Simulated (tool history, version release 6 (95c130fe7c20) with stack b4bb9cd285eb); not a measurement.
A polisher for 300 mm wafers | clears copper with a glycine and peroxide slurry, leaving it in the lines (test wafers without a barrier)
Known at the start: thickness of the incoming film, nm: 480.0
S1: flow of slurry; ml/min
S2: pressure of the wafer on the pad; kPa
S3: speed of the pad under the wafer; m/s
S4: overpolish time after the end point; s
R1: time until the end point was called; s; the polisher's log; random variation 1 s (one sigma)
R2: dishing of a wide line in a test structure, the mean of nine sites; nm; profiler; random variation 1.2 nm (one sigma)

| run | hour | S1 | S2 | S3 | S4 | R1 | R2 |
|---|---|---|---|---|---|---|---|
| 1 | 0 | 280 | 20 | 1.26 | 15 | 82.229 | 52.106 |
| 2 | 7.6 | 225 | 20 | 1.26 | 15 | 86.105 | 51.581 |
| 3 | 9.6 | 225 | 22.8 | 1.26 | 15 | 76.427 | 55.664 |
| 4 | 15.7 | 225 | 22.8 | 1.1 | 15 | 85.956 | 52.984 |
|  | 24.3 | slurry nozzle cleaned |
| 5 | 24.3 | 225 | 24.1 | 1.12 | 16 | 71.934 | 60.696 |
| 6 | 29.8 | 290 | 24.1 | 1.12 | 16 | 69.694 | 60.534 |
| 7 | 36.5 | 290 | 24.1 | 1.12 | 16 | 70.343 | 61.604 |

The next listed run, before its measurement:
| 8 | 44.1 | 290 | 24.8 | 1.12 | 17 | ? | ? |

R1: 70.049 s
R2: 65.399 nm
